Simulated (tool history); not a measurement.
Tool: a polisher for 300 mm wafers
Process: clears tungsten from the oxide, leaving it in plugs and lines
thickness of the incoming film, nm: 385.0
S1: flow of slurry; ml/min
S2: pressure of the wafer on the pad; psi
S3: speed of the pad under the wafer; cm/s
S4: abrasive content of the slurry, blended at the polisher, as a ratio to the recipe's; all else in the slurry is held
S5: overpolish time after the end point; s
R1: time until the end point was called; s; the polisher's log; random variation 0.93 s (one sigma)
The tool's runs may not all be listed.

run 1 hour=0 | S1=270 S2=2.4 S3=138 S4=1 S5=16 | R1=89.638
run 2 hour=5.1 | S1=270 S2=2.4 S3=138 S4=1 S5=12 | R1=89.286
run 3 hour=11.1 | S1=270 S2=2.8 S3=138 S4=1 S5=12 | R1=77.331
run 4 hour=12 | S1=270 S2=2.8 S3=158 S4=1 S5=12 | R1=68.072
run 5 hour=19.1 | S1=270 S2=2.8 S3=182 S4=1 S5=12 | R1=59.328
run 6 hour=23 | S1=270 S2=2.6 S3=182 S4=1 S5=12 | R1=62.121
run 7 hour=24.2 | S1=270 S2=2.4 S3=180 S4=1 S5=12 | R1=68.464
run 8 hour=26.7 | S1=270 S2=2.2 S3=180 S4=1 S5=12 | R1=75.062
run 9 hour=30.3 | S1=270 S2=2.1 S3=180 S4=1 S5=12 | R1=78.592

Forecast run 10:
run 10 hour=37.2 | S1=270 S2=2 S3=180 S4=1 S5=12 | R1=?

{"run 10": {"R1": 83.122}}
